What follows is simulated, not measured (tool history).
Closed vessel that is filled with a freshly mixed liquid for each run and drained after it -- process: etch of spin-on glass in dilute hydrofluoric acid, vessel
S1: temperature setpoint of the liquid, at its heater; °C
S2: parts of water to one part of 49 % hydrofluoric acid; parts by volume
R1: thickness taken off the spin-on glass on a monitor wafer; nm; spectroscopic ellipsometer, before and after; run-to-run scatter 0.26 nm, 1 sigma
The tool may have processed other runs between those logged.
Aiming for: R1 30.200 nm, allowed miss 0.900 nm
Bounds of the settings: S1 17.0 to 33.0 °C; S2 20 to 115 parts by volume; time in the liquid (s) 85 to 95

Run 1, hour 0.0: S1 25.0 °C, S2 65 parts by volume, time in the liquid (s) 85. Result: R1 58.223 nm.
Run 2, hour 2.0: S1 22.0 °C, S2 65 parts by volume, time in the liquid (s) 85. Result: R1 52.040 nm.
Run 3, hour 6.1: S1 21.0 °C, S2 70 parts by volume, time in the liquid (s) 85. Result: R1 45.842 nm.
Run 4, hour 13.5: S1 21.0 °C, S2 50 parts by volume, time in the liquid (s) 85. Result: R1 64.340 nm.
Run 5, hour 17.1: S1 20.0 °C, S2 60 parts by volume, time in the liquid (s) 85. Result: R1 50.567 nm.
Run 6, hour 25.5: S1 19.5 °C, S2 65 parts by volume, time in the liquid (s) 85. Result: R1 46.215 nm.
Run 7, hour 26.4: S1 19.0 °C, S2 70 parts by volume, time in the liquid (s) 85. Result: R1 41.299 nm.
Run 8, hour 28.3: S1 18.5 °C, S2 75 parts by volume, time in the liquid (s) 85. Result: R1 37.957 nm.
At hour 33.7: hydrofluoric acid flow meter replaced.
Run 9, hour 33.7: S1 18.0 °C, S2 75 parts by volume, time in the liquid (s) 85. Result: R1 34.922 nm.
Run 10, hour 41.2: S1 17.5 °C, S2 80 parts by volume, time in the liquid (s) 85. Result: R1 31.647 nm.

Consider the 5 candidate settings below. Which is the only one whose results all fall within their allowed miss of target?
Run A, hour 48.7: S1 17.0 °C, S2 75 parts by volume, time in the liquid (s) 85. Result: R1 ?.
Run B, hour 48.7: S1 21.0 °C, S2 95 parts by volume, time in the liquid (s) 85. Result: R1 ?.
Run C, hour 48.7: S1 19.5 °C, S2 80 parts by volume, time in the liquid (s) 85. Result: R1 ?.
Run D, hour 48.7: S1 18.5 °C, S2 80 parts by volume, time in the liquid (s) 85. Result: R1 ?.
Run E, hour 48.7: S1 17.0 °C, S2 80 parts by volume, time in the liquid (s) 90. Result: R1 ?.

move      R1
   A  33.344
   B  30.432
   C  34.555
   D  33.135
   E  32.921
A: misses by more than the last run did
B: all results land within tolerance of their targets
C: misses by more than the last run did
D: misses by more than the last run did
E: misses by more than the last run did
Answer: B
